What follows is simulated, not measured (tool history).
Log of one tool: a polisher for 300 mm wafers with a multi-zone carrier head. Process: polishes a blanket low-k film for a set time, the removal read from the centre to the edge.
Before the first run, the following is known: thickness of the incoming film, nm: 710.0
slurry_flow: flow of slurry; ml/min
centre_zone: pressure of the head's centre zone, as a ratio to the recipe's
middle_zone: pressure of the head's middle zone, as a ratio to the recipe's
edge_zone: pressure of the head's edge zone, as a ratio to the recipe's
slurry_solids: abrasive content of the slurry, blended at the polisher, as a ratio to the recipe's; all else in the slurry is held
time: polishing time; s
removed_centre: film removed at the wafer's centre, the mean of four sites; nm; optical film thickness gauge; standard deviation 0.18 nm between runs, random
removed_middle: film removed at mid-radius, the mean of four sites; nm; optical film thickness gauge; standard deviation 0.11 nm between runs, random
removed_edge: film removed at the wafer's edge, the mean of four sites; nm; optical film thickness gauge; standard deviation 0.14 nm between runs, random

Run 1, hour 0.0: slurry_flow 150 ml/min, centre_zone 1.00, middle_zone 1.00, edge_zone 1.00, slurry_solids 1.00, time 79 s. Result: removed_centre 15.407 nm, removed_middle 15.114 nm, removed_edge 15.329 nm.
Run 2, hour 1.1: slurry_flow 150 ml/min, centre_zone 1.00, middle_zone 1.06, edge_zone 1.00, slurry_solids 1.00, time 79 s. Result: removed_centre 15.487 nm, removed_middle 15.679 nm, removed_edge 15.337 nm.
Run 3, hour 6.3: slurry_flow 150 ml/min, centre_zone 1.00, middle_zone 1.06, edge_zone 1.04, slurry_solids 1.00, time 79 s. Result: removed_centre 15.516 nm, removed_middle 15.656 nm, removed_edge 15.663 nm.
Run 4, hour 13.2: slurry_flow 170 ml/min, centre_zone 1.00, middle_zone 1.06, edge_zone 1.04, slurry_solids 1.00, time 79 s. Result: removed_centre 15.938 nm, removed_middle 16.316 nm, removed_edge 15.833 nm.
Run 5, hour 20.0: slurry_flow 155 ml/min, centre_zone 0.98, middle_zone 1.05, edge_zone 1.01, slurry_solids 1.00, time 79 s. Result: removed_centre 14.987 nm, removed_middle 15.909 nm, removed_edge 15.529 nm.
Run 6, hour 28.4: slurry_flow 145 ml/min, centre_zone 0.97, middle_zone 1.04, edge_zone 0.99, slurry_solids 1.00, time 79 s. Result: removed_centre 14.970 nm, removed_middle 15.510 nm, removed_edge 15.174 nm.
Run 7, hour 34.8: slurry_flow 135 ml/min, centre_zone 0.95, middle_zone 1.03, edge_zone 0.98, slurry_solids 1.00, time 79 s. Result: removed_centre 14.569 nm, removed_middle 15.178 nm, removed_edge 14.867 nm.

Forecast run 8:
Run 8, hour 36.5: slurry_flow 100 ml/min, centre_zone 0.87, middle_zone 1.00, edge_zone 0.96, slurry_solids 0.95, time 79 s. Result: removed_centre ?, removed_middle ?, removed_edge ?.

{"run 8": {"removed_centre": 11.752, "removed_middle": 13.514, "removed_edge": 13.891}}
